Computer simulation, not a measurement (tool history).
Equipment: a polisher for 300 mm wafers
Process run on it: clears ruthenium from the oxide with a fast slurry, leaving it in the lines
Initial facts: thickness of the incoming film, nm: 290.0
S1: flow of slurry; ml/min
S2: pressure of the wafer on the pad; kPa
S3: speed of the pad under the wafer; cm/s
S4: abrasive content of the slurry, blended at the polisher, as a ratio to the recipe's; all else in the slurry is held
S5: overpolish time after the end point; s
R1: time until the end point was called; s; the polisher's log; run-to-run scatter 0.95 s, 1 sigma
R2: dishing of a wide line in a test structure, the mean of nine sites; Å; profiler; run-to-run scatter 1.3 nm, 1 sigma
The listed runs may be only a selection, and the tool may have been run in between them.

run 1 day=0.000 | S1=255 S2=16.5 S3=98 S4=1.00 S5=16 | R1=70.580 R2=528.05
run 2 day=0.242 | S1=255 S2=17.9 S3=98 S4=1.00 S5=18 | R1=65.458 R2=605.65
run 3 day=0.517 | S1=255 S2=17.9 S3=76 S4=1.00 S5=18 | R1=82.580 R2=508.24
run 4 day=0.733 | S1=255 S2=17.9 S3=76 S4=0.80 S5=18 | R1=92.384 R2=462.30
run 5 day=1.000 | S1=255 S2=18.6 S3=84 S4=0.80 S5=20 | R1=78.230 R2=564.92
run 6 day=1.033 | S1=255 S2=18.6 S3=84 S4=0.80 S5=17 | R1=79.194 R2=490.67
run 7 day=1.100 | S1=255 S2=22.1 S3=108 S4=0.85 S5=25 | R1=51.676 R2=939.65

Predict the results of run 8:
run 8 day=1.388 | S1=255 S2=21.4 S3=108 S4=0.85 S5=26 | R1=? R2=?

Logged for run 8: R1 54.896 s, R2 946.03 Å.
